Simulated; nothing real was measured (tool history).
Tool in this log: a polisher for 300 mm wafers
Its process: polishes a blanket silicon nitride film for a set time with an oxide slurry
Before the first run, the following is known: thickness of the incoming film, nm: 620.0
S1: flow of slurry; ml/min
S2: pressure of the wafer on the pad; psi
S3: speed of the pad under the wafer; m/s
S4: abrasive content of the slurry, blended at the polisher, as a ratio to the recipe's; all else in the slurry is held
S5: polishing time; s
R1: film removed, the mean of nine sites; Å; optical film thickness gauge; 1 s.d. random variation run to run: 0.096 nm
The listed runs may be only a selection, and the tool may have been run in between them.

run	hour	S1	S2	S3	S4	S5	R1
1	0	140	4.1	0.98	1	46	351.55
2	2.7	140	4.1	0.98	0.8	46	293.08
3	8.3	140	5	0.98	0.8	46	358.2
4	11.7	140	5	0.88	0.8	46	329.44
5	18.9	130	4.2	0.86	0.8	46	267.96
6	20.5	130	4.2	0.86	0.95	46	308.01
7	28.6	125	3.6	0.8	0.95	46	247.06
8	35.9	125	3.6	0.8	0.95	46	248.85
9	40	120	3.2	0.78	0.95	46	214.13
10	43	115	2.9	0.78	0.95	46	193.58
11	45.5	110	2.7	0.78	0.95	46	178.49
12	49.9	85	2.1	0.78	0.95	46	130.92
13	50.5	90	2.1	0.78	0.95	46	131.83
14	55	95	2.1	0.78	0.95	46	134.14
15	63.9	100	2.1	0.78	0.95	46	138.1
16	71.4	105	2.1	0.78	0.95	46	139.07
17	76.9	110	2.1	0.78	0.95	46	140.92
18	84.2	110	2.1	0.78	0.95	46	140.97
19	91.3	115	2.1	0.78	0.95	46	140.72

Run 20 has not been measured yet. What should we expect?
20	95.2	120	2.1	0.78	0.95	46	?

R1: 143.74 Å

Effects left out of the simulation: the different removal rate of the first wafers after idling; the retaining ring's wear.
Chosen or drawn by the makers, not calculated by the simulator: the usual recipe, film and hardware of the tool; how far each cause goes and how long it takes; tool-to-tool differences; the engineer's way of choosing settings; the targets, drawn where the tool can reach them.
